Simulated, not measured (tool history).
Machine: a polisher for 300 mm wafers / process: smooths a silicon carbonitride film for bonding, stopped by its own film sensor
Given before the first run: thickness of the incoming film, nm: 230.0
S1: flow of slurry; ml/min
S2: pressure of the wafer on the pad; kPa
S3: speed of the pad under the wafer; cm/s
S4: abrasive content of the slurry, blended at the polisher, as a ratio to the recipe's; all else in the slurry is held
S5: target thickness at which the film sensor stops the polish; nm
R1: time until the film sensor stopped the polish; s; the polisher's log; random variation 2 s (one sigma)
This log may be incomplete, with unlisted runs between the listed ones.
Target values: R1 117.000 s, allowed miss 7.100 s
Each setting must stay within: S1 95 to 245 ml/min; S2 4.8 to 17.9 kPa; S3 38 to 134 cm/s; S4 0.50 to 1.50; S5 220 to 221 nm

run 1 day=0.000 | S1=155 S2=11.0 S3=86 S4=1.00 S5=220 | R1=66.969
run 2 day=0.154 | S1=195 S2=11.0 S3=86 S4=1.00 S5=220 | R1=65.913
run 3 day=0.479 | S1=195 S2=9.7 S3=84 S4=1.00 S5=220 | R1=74.220
run 4 day=0.796 | S1=195 S2=9.7 S3=84 S4=0.90 S5=220 | R1=78.472
run 5 day=0.988 | S1=195 S2=9.7 S3=70 S4=0.90 S5=220 | R1=86.030
run 6 day=1.125 | S1=195 S2=9.7 S3=92 S4=0.90 S5=220 | R1=74.144
run 7 day=1.467 | S1=195 S2=9.0 S3=90 S4=0.90 S5=220 | R1=81.161
run 8 day=1.612 | S1=195 S2=8.3 S3=88 S4=0.90 S5=220 | R1=88.961
run 9 day=1.871 | S1=195 S2=7.6 S3=88 S4=0.90 S5=220 | R1=94.109
run 10 day=1.996 | S1=195 S2=6.9 S3=88 S4=0.90 S5=220 | R1=108.350

Pick the move, out of 5, that brings all results within their allowed miss; only one does.
run A day=2.121 | S1=180 S2=6.9 S3=80 S4=1.00 S5=220 | R1=?
run B day=2.121 | S1=220 S2=6.9 S3=92 S4=0.70 S5=221 | R1=?
run C day=2.121 | S1=210 S2=8.3 S3=76 S4=0.75 S5=221 | R1=?
run D day=2.121 | S1=160 S2=6.2 S3=80 S4=1.10 S5=220 | R1=?
run E day=2.121 | S1=200 S2=6.9 S3=94 S4=0.80 S5=220 | R1=?

move=A R1=106.380
move=B R1=99.860
move=C R1=91.631
move=D R1=115.440
move=E R1=104.480
A: its largest miss is bigger than the last run's
B: its largest miss is bigger than the last run's
C: its largest miss is bigger than the last run's
D: every result lands within tolerance
E: its largest miss is bigger than the last run's
So the answer is move D, the one that meets all the targets.
